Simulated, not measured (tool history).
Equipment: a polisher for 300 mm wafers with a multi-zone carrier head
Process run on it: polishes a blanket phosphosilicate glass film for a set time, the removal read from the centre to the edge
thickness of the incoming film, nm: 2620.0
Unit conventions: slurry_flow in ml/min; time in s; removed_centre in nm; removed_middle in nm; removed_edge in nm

Run 1, hour 0: slurry_flow 215 ml/min, centre_zone 1, middle_zone 1, edge_zone 1, slurry_solids 1, time 62 s. Result: removed_centre 304.98 nm, removed_middle 304.65 nm, removed_edge 306.53 nm.
Run 2, hour 6.4: slurry_flow 215 ml/min, centre_zone 0.95, middle_zone 1, edge_zone 1, slurry_solids 1, time 62 s. Result: removed_centre 291.31 nm, removed_middle 302.13 nm, removed_edge 305.96 nm.
Run 3, hour 12.8: slurry_flow 215 ml/min, centre_zone 0.94, middle_zone 1.01, edge_zone 1.02, slurry_solids 1.05, time 62 s. Result: removed_centre 299.3 nm, removed_middle 318.22 nm, removed_edge 321.54 nm.
Run 4, hour 13.8: slurry_flow 215 ml/min, centre_zone 0.94, middle_zone 1.01, edge_zone 1.02, slurry_solids 0.95, time 62 s. Result: removed_centre 285.06 nm, removed_middle 296.61 nm, removed_edge 301.42 nm.
Run 5, hour 20.4: slurry_flow 215 ml/min, centre_zone 0.93, middle_zone 1.02, edge_zone 1.04, slurry_solids 1, time 62 s. Result: removed_centre 287.2 nm, removed_middle 305.85 nm, removed_edge 319.14 nm.
Run 6, hour 25.9: slurry_flow 220 ml/min, centre_zone 0.93, middle_zone 1.04, edge_zone 1.05, slurry_solids 1, time 62 s. Result: removed_centre 288.54 nm, removed_middle 317.28 nm, removed_edge 313.45 nm.

Run 7 is up next; what results do you expect?
Run 7, hour 30.4: slurry_flow 220 ml/min, centre_zone 0.92, middle_zone 1.04, edge_zone 1.06, slurry_solids 1.05, time 62 s. Result: removed_centre ?, removed_middle ?, removed_edge ?.

{"run 7": {"removed_centre": 289.05, "removed_middle": 326.39, "removed_edge": 323.66}}

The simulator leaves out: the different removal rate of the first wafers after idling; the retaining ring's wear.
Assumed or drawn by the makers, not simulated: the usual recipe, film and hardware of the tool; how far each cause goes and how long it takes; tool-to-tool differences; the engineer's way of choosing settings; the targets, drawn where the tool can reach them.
